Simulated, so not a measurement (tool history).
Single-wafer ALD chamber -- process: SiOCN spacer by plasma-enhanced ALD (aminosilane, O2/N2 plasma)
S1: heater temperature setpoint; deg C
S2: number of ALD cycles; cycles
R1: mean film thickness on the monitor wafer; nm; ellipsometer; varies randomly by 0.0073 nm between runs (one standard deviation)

{"run": 1, "hour": 0.0, "S1": 405, "S2": 56, "R1": 3.563}
{"run": 2, "hour": 8.6, "S1": 405, "S2": 63, "R1": 4.0055}
{"run": 3, "hour": 14.5, "S1": 413, "S2": 63, "R1": 3.9095}
{"run": 4, "hour": 16.6, "S1": 414, "S2": 60, "R1": 3.736}
{"run": 5, "hour": 19.5, "S1": 414, "S2": 54, "R1": 3.333}
{"run": 6, "hour": 20.3, "S1": 414, "S2": 58, "R1": 3.5868}
{"run": 7, "hour": 23.2, "S1": 415, "S2": 56, "R1": 3.4674}
{"run": 8, "hour": 25.4, "S1": 415, "S2": 56, "R1": 3.4498}
{"run": 9, "hour": 25.9, "S1": 416, "S2": 54, "R1": 3.3306}
{"run": 10, "hour": 26.7, "S1": 417, "S2": 52, "R1": 3.1915}
{"run": 11, "hour": 31.5, "S1": 418, "S2": 51, "R1": 3.1315}
{"run": 12, "hour": 35.0, "S1": 419, "S2": 50, "R1": 3.0611}
{"run": 13, "hour": 41.8, "S1": 424, "S2": 42, "R1": 2.5345}
{"run": 14, "hour": 46.3, "S1": 423, "S2": 42, "R1": 2.5259}
{"run": 15, "hour": 51.9, "S1": 422, "S2": 42, "R1": 2.5408}

Run 16 has not been measured yet. What should we expect?
{"hour": 52.5, "done": "thermocouple changed; heater temperature recalibrated"}
{"run": 16, "hour": 52.5, "S1": 421, "S2": 42, "R1": "?"}

R1: 2.5171 nm
